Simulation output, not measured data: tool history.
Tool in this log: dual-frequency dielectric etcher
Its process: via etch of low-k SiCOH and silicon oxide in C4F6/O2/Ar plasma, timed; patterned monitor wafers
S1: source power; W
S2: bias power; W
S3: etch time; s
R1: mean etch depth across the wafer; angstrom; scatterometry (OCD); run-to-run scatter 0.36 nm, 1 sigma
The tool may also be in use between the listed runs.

run    day   S1   S2  S3      R1
  1      0  480  134  51  1221.6
  2  0.129  480  155  51  1287.3
  3    0.3  480  155  51  1288.5
  4  0.338  500  156  51  1304.3
  5  0.571  500  139  51  1248.9
  6  0.742  470  139  51  1229.5
  7  0.821  510  142  51  1270.1

Predict the results of run 8:
  8  0.971  540  144  51   ?

For run 8 the tool returned R1 1294.3 angstrom.
